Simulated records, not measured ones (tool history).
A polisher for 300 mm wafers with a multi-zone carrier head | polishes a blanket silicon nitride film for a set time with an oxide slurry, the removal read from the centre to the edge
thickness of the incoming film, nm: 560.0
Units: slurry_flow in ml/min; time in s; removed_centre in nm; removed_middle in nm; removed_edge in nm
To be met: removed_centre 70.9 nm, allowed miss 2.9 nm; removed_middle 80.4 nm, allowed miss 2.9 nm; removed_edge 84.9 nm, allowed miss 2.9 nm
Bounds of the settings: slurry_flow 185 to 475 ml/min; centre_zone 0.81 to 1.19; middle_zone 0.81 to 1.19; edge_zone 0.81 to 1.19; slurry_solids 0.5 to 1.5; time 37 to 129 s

run,hour,slurry_flow,centre_zone,middle_zone,edge_zone,slurry_solids,time,removed_centre,removed_middle,removed_edge
1,0,305,1,1,1,1,83,58.09,57.591,60.035
2,2,305,0.98,1.02,1.03,1.1,84,57.841,61.794,62.879
3,8.4,305,0.98,1.01,1.05,1.2,86,62.505,65.05,67.227
4,16.2,335,0.98,1.01,1.05,1.2,86,61.438,64.985,68.367
5,22.6,355,0.99,1.02,1.07,1.25,87,64.302,66.35,69.163
6,23.7,355,0.99,1.02,1.07,1.25,69,51.381,53.297,55.86
7,32,355,0.98,1.02,1.08,1.3,75,55.431,58.238,61.101
8,40.9,355,0.97,1.02,1.09,1.35,80,59.937,63.197,67.313
9,47.2,355,0.96,1.03,1.09,1.4,83,62.536,67.304,69.323

4 next moves are on the table. One of them brings every result within its allowed miss. Which?
A,53.5,435,0.92,1.04,1.16,1.45,96,?,?,?
B,53.5,370,0.96,1.15,1.03,1.3,96,?,?,?
C,53.5,430,0.86,0.86,1.16,1.35,104,?,?,?
D,53.5,350,0.97,0.96,1.16,1.4,106,?,?,?

move,removed_centre,removed_middle,removed_edge
A,70.78,79.941,85.106
B,70.688,83.395,76.927
C,70.033,72.34,90.491
D,80.04,80.271,91.912
A: meets every target
B: nearer than the last run, and not there yet
C: takes the result that was furthest off past its target
D: takes the result that was furthest off past its target
Answer: A

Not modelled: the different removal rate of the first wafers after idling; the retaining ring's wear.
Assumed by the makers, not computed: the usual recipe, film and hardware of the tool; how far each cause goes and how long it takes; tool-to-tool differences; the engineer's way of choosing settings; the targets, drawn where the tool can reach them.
